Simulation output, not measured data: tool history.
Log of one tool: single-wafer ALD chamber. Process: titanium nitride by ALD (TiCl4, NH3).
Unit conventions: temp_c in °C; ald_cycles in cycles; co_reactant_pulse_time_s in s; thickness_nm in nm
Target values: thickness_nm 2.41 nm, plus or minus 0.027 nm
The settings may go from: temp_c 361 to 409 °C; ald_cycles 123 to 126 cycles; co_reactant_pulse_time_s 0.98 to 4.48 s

run	hour	temp_c	ald_cycles	co_reactant_pulse_time_s	thickness_nm
1	0	385	123	2.73	2.6487
2	8.2	391	123	2.73	2.6702
3	11.1	385	123	2.37	2.6375
4	16.5	395	123	2.37	2.6556
5	24.2	395	123	2.37	2.6488
6	29.6	388	123	2.09	2.6074
7	30.7	388	123	2.09	2.5987
8	35.6	382	123	1.86	2.5557
9	39.3	378	123	1.68	2.52
10	43.4	376	123	1.54	2.4617
11	50.2	375	123	1.51	2.4522
12	51.2	374	123	1.49	2.4421

Which of these 4 next moves meets every target?
A	52.2	365	124	1.76	?
B	52.2	388	126	1.19	?
C	52.2	361	125	1.88	?
D	52.2	366	125	1.62	?

move	thickness_nm
A	2.4919
B	2.4161
C	2.5186
D	2.4789
A: its largest miss is bigger than the last run's
B: all results in spec
C: its largest miss is bigger than the last run's
D: its largest miss is bigger than the last run's
Move B is the one to make.
